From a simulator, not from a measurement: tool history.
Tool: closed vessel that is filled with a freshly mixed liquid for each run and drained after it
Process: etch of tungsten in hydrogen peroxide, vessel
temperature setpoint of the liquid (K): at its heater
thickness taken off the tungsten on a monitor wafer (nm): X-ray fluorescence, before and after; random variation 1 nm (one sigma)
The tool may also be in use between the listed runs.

| run | hour | temperature setpoint of the liquid (K) | concentration of hydrogen peroxide in the mixed liquid (% by weight) | time in the liquid (s) | thickness taken off the tungsten on a monitor wafer (nm) |
|---|---|---|---|---|---|
| 1 | 0 | 330.15 | 19 | 95 | 401.1 |
| 2 | 3.5 | 330.15 | 15.5 | 95 | 368.76 |
| 3 | 6.6 | 327.15 | 15.5 | 95 | 305.56 |
| 4 | 9.9 | 327.15 | 17.5 | 95 | 323.59 |
| 5 | 18.9 | 327.15 | 14.5 | 95 | 295.53 |
| 6 | 22.5 | 325.15 | 14.5 | 95 | 261.33 |
| 7 | 27.1 | 323.65 | 14.5 | 95 | 237.49 |
| 8 | 30.4 | 322.65 | 14.5 | 95 | 226.3 |

Run 9 comes next. What will it give?
| 9 | 34.7 | 319.65 | 14.5 | 95 | ? |

Run 9 gave thickness taken off the tungsten on a monitor wafer (nm) 186.38.
